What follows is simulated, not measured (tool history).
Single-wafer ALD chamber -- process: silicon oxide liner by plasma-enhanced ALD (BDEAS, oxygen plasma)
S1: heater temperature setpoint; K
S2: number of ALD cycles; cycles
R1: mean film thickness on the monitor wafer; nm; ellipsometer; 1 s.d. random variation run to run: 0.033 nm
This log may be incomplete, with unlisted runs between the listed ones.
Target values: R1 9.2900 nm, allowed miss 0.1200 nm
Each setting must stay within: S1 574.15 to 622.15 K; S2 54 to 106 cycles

run,day,S1,S2,R1
1,0.000,598.15,80,7.4612
2,0.238,606.15,80,7.3813
3,0.583,605.15,82,7.5248
4,0.821,597.15,82,7.6546
5,0.879,596.15,84,7.8829
6,0.967,595.15,85,7.9531
7,1.338,594.15,86,8.1386
8,1.604,593.15,87,8.2009
9,1.688,592.15,88,8.3092
10,1.708,591.15,89,8.4192
11,2.017,590.15,90,8.4749

Pick the move, out of 4, that brings all results within their allowed miss; only one does.
A,2.325,592.15,105,?
B,2.325,579.15,96,?
C,2.325,584.15,101,?
D,2.325,590.15,92,?

move,R1
A,9.9472
B,9.2879
C,9.6935
D,8.7442
A: carries the result that was furthest off beyond its target, to the other side
B: hits every target within its allowed miss
C: carries the result that was furthest off beyond its target, to the other side
D: closes in on the targets versus the last run, not all within tolerance yet
The right move is B.

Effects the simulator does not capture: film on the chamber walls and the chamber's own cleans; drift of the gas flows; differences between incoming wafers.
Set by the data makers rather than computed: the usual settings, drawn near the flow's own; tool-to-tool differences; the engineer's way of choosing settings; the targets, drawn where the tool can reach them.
